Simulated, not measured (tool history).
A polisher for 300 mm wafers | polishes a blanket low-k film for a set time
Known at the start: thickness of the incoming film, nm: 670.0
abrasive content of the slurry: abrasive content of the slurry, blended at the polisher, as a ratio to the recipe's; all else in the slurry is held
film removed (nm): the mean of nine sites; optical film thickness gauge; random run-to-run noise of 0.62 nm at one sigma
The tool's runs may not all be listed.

run	day	flow of slurry (ml/min)	pressure of the wafer on the pad (kPa)	speed of the pad under the wafer (cm/s)	abrasive content of the slurry	polishing time (s)	film removed (nm)
1	0.000	190	10.3	92	1.0	116	41.525
2	0.371	190	10.3	70	1.0	116	33.426
3	0.508	190	11.7	70	1.0	116	36.992
4	0.658	190	12.4	74	1.0	116	41.475
5	0.979	190	13.1	78	1.0	116	45.309
6	1.242	190	13.1	78	1.0	122	47.744
7	1.558	190	13.1	82	1.0	122	49.785
8	1.888	190	13.1	86	1.0	122	51.232
9	2.004	190	13.1	88	1.0	122	52.377

Run 10 is up next; what results do you expect?
10	2.029	215	15.9	114	1.0	122	?

Run 10 produced film removed (nm) 77.894.
